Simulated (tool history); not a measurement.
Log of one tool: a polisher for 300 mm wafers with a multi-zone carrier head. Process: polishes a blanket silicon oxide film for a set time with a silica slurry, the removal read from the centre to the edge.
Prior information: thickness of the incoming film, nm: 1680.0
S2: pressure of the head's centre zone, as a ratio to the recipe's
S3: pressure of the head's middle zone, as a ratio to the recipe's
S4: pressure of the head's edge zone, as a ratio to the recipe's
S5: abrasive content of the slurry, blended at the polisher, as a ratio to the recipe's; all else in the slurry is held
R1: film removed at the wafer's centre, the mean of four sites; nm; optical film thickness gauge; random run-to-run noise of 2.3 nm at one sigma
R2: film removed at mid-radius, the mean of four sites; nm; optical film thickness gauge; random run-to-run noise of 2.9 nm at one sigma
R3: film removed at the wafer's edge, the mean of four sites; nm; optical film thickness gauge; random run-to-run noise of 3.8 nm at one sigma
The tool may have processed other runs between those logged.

{"run": 1, "hour": 0.0, "flow of slurry (ml/min)": 250, "S2": 1, "S3": 1, "S4": 1, "S5": 1, "polishing time (s)": 70, "R1": 215.83, "R2": 208.09, "R3": 213.93}
{"run": 2, "hour": 8.8, "flow of slurry (ml/min)": 250, "S2": 1, "S3": 1, "S4": 1, "S5": 1, "polishing time (s)": 63, "R1": 192.25, "R2": 188.74, "R3": 191.9}
{"run": 3, "hour": 16.5, "flow of slurry (ml/min)": 250, "S2": 0.99, "S3": 1.02, "S4": 1.04, "S5": 1.1, "polishing time (s)": 65, "R1": 204.81, "R2": 205.83, "R3": 211.19}
{"run": 4, "hour": 25.4, "flow of slurry (ml/min)": 255, "S2": 0.99, "S3": 1.04, "S4": 1.07, "S5": 1.2, "polishing time (s)": 67, "R1": 224.53, "R2": 226.45, "R3": 229.09}
{"run": 5, "hour": 29.4, "flow of slurry (ml/min)": 305, "S2": 0.99, "S3": 1.04, "S4": 1.07, "S5": 1.2, "polishing time (s)": 67, "R1": 226.04, "R2": 230.59, "R3": 238.71}
{"run": 6, "hour": 31.8, "flow of slurry (ml/min)": 320, "S2": 0.99, "S3": 1.06, "S4": 1.09, "S5": 1.25, "polishing time (s)": 67, "R1": 233.07, "R2": 235.38, "R3": 237.63}
{"run": 7, "hour": 34.0, "flow of slurry (ml/min)": 320, "S2": 0.97, "S3": 1.06, "S4": 1.1, "S5": 1.3, "polishing time (s)": 69, "R1": 233.91, "R2": 247.59, "R3": 259.02}
{"run": 8, "hour": 37.6, "flow of slurry (ml/min)": 325, "S2": 0.97, "S3": 1.07, "S4": 1.11, "S5": 1.35, "polishing time (s)": 70, "R1": 244.86, "R2": 256.31, "R3": 259.05}

Run 9, settings as shown, results not yet in. Your forecast:
{"run": 9, "hour": 44.5, "flow of slurry (ml/min)": 330, "S2": 0.96, "S3": 1.07, "S4": 1.12, "S5": 1.4, "polishing time (s)": 71, "R1": "?", "R2": "?", "R3": "?"}

Run 9 came out at R1 249.96 nm, R2 268.76 nm, R3 266.85 nm.
